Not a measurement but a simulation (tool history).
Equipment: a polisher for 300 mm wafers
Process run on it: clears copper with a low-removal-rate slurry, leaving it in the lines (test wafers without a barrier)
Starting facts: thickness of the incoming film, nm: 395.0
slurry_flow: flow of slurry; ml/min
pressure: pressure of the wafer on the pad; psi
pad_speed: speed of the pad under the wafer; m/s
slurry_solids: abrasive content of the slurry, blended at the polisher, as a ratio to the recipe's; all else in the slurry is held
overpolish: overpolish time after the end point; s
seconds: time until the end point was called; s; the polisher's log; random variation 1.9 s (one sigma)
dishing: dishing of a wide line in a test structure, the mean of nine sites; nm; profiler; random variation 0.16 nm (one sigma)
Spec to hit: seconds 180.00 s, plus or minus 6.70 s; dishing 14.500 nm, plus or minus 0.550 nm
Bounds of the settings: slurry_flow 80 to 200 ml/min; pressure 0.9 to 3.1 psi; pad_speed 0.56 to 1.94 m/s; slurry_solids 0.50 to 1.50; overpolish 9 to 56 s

run  hour  slurry_flow  pressure  pad_speed  slurry_solids  overpolish  seconds  dishing
  1   0.0          130       2.0       1.24           1.00          29   193.36   38.273
  2   4.3          150       2.0       1.24           1.00          29   190.68   39.153
  3   7.4          175       2.0       1.24           1.00          29   182.56   39.320
  4   9.9          175       2.0       1.24           1.10          29   178.50   40.290
  5  15.4          180       1.7       1.36           1.05          24   182.15   33.712
  6  18.1          180       2.0       1.36           1.05          24   168.51   37.129
  7  22.3          190       1.4       1.50           1.10          10   189.73   15.111
  8  29.0          190       1.4       1.52           1.15          10   189.60   15.550
  9  33.8          190       1.3       1.56           1.20          10   184.71   15.463
 10  42.8          190       1.3       1.58           1.20          10   181.22   15.591
 11  47.8          190       1.3       1.60           1.20          10   179.79   15.848
 12  52.5          195       1.3       1.62           1.20          10   179.81   15.693
 13  53.6          195       1.3       1.64           1.20          10   177.34   15.797
 14  54.6          180       1.1       1.72           1.20           9   190.03   13.707
 15  58.1          185       1.1       1.72           1.20           9   187.08   13.651
 16  59.1          190       1.1       1.72           1.20           9   191.81   13.538

Which of these 4 next moves meets every target?
  A  60.1          200       1.1       1.82           1.15           9        ?        ?
  B  60.1          190       1.3       1.62           1.20          10        ?        ?
  C  60.1          180       1.0       1.94           0.90           9        ?        ?
  D  60.1          180       1.9       1.46           1.15           9        ?        ?

move  seconds  dishing
   A   176.51   14.303
   B   177.32   15.750
   C   190.41   13.312
   D   156.58   16.179
A: all results in spec
B: the worst result of the last run now meets its target, but another is out of spec
C: the biggest miss grows against the last run
D: pushes the last run's worst result past its target
So the answer is move A, the one that meets all the targets.

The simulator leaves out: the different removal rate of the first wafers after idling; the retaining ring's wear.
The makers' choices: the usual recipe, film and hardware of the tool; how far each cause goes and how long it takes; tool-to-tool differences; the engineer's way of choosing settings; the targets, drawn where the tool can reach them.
